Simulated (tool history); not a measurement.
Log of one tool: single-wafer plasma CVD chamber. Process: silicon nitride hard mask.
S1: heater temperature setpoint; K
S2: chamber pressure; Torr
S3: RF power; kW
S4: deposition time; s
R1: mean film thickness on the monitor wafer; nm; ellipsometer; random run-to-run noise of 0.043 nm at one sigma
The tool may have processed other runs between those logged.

run,hour,S1,S2,S3,S4,R1
1,0,653.15,1.4,0.3,13.2,12.988
2,6.9,653.15,1.4,0.325,13.2,13.869
3,8.3,646.15,1.4,0.325,13.2,13.941
4,12.1,646.15,1.29,0.315,13.2,13.366
5,16.6,646.15,1.29,0.315,12.5,12.528
6,21.7,646.15,1.29,0.335,12.5,13.218
7,23.1,646.15,1.2,0.325,12.5,12.686
8,31.8,646.15,1.13,0.32,12.5,12.38
9,36.6,646.15,1.07,0.315,12.5,12.052
10,40.6,646.15,1.02,0.31,12.5,11.733
11,45.8,646.15,0.98,0.31,12.5,11.67
12,51.7,646.15,0.95,0.305,12.5,11.391

Estimate the outcome of run 13 from the log above:
13,59.2,646.15,0.93,0.305,12.5,?

R1: 11.405 nm
